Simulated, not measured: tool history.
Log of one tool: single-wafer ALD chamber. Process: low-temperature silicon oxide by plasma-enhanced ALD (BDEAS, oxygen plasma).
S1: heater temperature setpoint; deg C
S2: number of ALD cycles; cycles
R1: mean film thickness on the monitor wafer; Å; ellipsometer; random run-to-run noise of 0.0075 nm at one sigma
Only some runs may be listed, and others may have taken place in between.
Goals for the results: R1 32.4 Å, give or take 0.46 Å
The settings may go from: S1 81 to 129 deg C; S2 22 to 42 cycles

Run 1, day 0: S1 105 deg C, S2 32 cycles. Result: R1 40.706 Å.
Run 2, day 0.121: S1 105 deg C, S2 34 cycles. Result: R1 43.359 Å.
Run 3, day 0.217: S1 107 deg C, S2 32 cycles. Result: R1 40.685 Å.
Run 4, day 0.55: S1 107 deg C, S2 36 cycles. Result: R1 45.541 Å.
Run 5, day 0.808: S1 115 deg C, S2 36 cycles. Result: R1 45.005 Å.
Run 6, day 1.05: S1 117 deg C, S2 34 cycles. Result: R1 42.324 Å.
Run 7, day 1.396: S1 118 deg C, S2 32 cycles. Result: R1 39.935 Å.
Run 8, day 1.612: S1 119 deg C, S2 30 cycles. Result: R1 37.185 Å.
Run 9, day 1.883: S1 120 deg C, S2 29 cycles. Result: R1 36.092 Å.
Run 10, day 2.254: S1 120 deg C, S2 29 cycles. Result: R1 36.042 Å.
Run 11, day 2.533: S1 121 deg C, S2 28 cycles. Result: R1 34.581 Å.
Run 12, day 2.721: S1 122 deg C, S2 28 cycles. Result: R1 34.528 Å.
Run 13, day 2.971: S1 122 deg C, S2 28 cycles. Result: R1 34.47 Å.
Run 14, day 3.271: S1 123 deg C, S2 28 cycles. Result: R1 34.638 Å.
Run 15, day 3.404: S1 124 deg C, S2 27 cycles. Result: R1 33.346 Å.
Run 16, day 3.708: S1 125 deg C, S2 27 cycles. Result: R1 33.176 Å.
Run 17, day 4.033: S1 126 deg C, S2 27 cycles. Result: R1 33.093 Å.
Run 18, day 4.167: S1 127 deg C, S2 27 cycles. Result: R1 32.993 Å.
Run 19, day 4.267: S1 128 deg C, S2 27 cycles. Result: R1 32.973 Å.
Run 20, day 4.3: S1 129 deg C, S2 27 cycles. Result: R1 32.861 Å.
Run 21, day 4.45: S1 128 deg C, S2 27 cycles. Result: R1 33.033 Å.
Run 22, day 4.538: S1 129 deg C, S2 26 cycles. Result: R1 31.716 Å.
Run 23, day 4.717: S1 128 deg C, S2 26 cycles. Result: R1 31.827 Å.
Run 24, day 5.029: S1 127 deg C, S2 26 cycles. Result: R1 31.839 Å.

Which of these 4 next moves meets every target?
Run A, day 5.342: S1 116 deg C, S2 26 cycles. Result: R1 ?.
Run B, day 5.342: S1 119 deg C, S2 25 cycles. Result: R1 ?.
Run C, day 5.342: S1 115 deg C, S2 25 cycles. Result: R1 ?.
Run D, day 5.342: S1 127 deg C, S2 25 cycles. Result: R1 ?.

move      R1
   A  32.423
   B  31.005
   C  31.233
   D  30.551
A: all results land within tolerance of their targets
B: its largest miss is bigger than the last run's
C: its largest miss is bigger than the last run's
D: its largest miss is bigger than the last run's
Answer: A
